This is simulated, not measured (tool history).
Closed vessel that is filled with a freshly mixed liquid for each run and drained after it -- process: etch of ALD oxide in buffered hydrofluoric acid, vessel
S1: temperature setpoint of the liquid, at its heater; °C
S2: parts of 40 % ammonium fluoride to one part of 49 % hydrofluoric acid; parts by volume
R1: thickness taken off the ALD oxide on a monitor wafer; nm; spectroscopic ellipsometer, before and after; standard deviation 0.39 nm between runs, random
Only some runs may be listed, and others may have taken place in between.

Run 1, hour 0: S1 25 °C, S2 13.5 parts by volume, time in the liquid (s) 30. Result: R1 104.58 nm.
Run 2, hour 4.4: S1 24.5 °C, S2 13.5 parts by volume, time in the liquid (s) 30. Result: R1 102 nm.
Run 3, hour 7.4: S1 24.5 °C, S2 11.5 parts by volume, time in the liquid (s) 30. Result: R1 119.83 nm.
Run 4, hour 12.3: S1 24.5 °C, S2 13 parts by volume, time in the liquid (s) 30. Result: R1 105.72 nm.
Run 5, hour 17.4: S1 27 °C, S2 13 parts by volume, time in the liquid (s) 30. Result: R1 121.36 nm.
Run 6, hour 18.6: S1 26 °C, S2 13 parts by volume, time in the liquid (s) 30. Result: R1 114.08 nm.

Run 7 comes next. What will it give?
Run 7, hour 26.9: S1 25 °C, S2 13 parts by volume, time in the liquid (s) 30. Result: R1 ?.

{"run 7": {"R1": 109.22}}

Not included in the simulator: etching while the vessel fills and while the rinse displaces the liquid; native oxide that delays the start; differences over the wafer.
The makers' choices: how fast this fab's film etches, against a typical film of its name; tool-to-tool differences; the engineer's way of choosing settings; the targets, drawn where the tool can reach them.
